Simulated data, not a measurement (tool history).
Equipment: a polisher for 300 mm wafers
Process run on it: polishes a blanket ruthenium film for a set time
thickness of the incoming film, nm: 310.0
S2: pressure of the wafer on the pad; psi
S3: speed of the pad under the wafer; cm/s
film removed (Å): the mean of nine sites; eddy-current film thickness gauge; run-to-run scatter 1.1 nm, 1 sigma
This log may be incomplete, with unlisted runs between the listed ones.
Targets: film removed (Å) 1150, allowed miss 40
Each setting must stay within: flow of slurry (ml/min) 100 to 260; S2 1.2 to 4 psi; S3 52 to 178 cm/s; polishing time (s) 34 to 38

run 1 hour=0 | flow_of_slurry_(ml/min)=165 S2=2.6 S3=114 polishing_time_(s)=38 | film_removed_(Å)=597.89
run 2 hour=4.2 | flow_of_slurry_(ml/min)=170 S2=3.1 S3=118 polishing_time_(s)=38 | film_removed_(Å)=722.16
run 3 hour=7.5 | flow_of_slurry_(ml/min)=135 S2=3.1 S3=118 polishing_time_(s)=38 | film_removed_(Å)=681.59
run 4 hour=15.1 | flow_of_slurry_(ml/min)=160 S2=3.4 S3=122 polishing_time_(s)=38 | film_removed_(Å)=796.73
run 5 hour=19.8 | flow_of_slurry_(ml/min)=160 S2=3.4 S3=96 polishing_time_(s)=38 | film_removed_(Å)=641.54
run 6 hour=24 | flow_of_slurry_(ml/min)=180 S2=3.6 S3=108 polishing_time_(s)=38 | film_removed_(Å)=767.02
run 7 hour=25.7 | flow_of_slurry_(ml/min)=190 S2=3.7 S3=118 polishing_time_(s)=38 | film_removed_(Å)=862.94
run 8 hour=33.9 | flow_of_slurry_(ml/min)=195 S2=3.8 S3=126 polishing_time_(s)=38 | film_removed_(Å)=939.29
run 9 hour=36.3 | flow_of_slurry_(ml/min)=200 S2=3.9 S3=132 polishing_time_(s)=38 | film_removed_(Å)=1006.1

Exercise: of the 4 proposed moves below, exactly one satisfies all targets within the stated allowed misses. Which move is it?
run A hour=38.7 | flow_of_slurry_(ml/min)=135 S2=4 S3=174 polishing_time_(s)=35 | film_removed_(Å)=?
run B hour=38.7 | flow_of_slurry_(ml/min)=215 S2=3.8 S3=130 polishing_time_(s)=37 | film_removed_(Å)=?
run C hour=38.7 | flow_of_slurry_(ml/min)=210 S2=3.9 S3=120 polishing_time_(s)=35 | film_removed_(Å)=?
run D hour=38.7 | flow_of_slurry_(ml/min)=250 S2=4 S3=104 polishing_time_(s)=38 | film_removed_(Å)=?

move=A film_removed_(Å)=1181
move=B film_removed_(Å)=966.2
move=C film_removed_(Å)=862.7
move=D film_removed_(Å)=851.31
A: all results land within tolerance of their targets
B: its largest miss is bigger than the last run's
C: its largest miss is bigger than the last run's
D: its largest miss is bigger than the last run's
Correct choice: A, which meets every target

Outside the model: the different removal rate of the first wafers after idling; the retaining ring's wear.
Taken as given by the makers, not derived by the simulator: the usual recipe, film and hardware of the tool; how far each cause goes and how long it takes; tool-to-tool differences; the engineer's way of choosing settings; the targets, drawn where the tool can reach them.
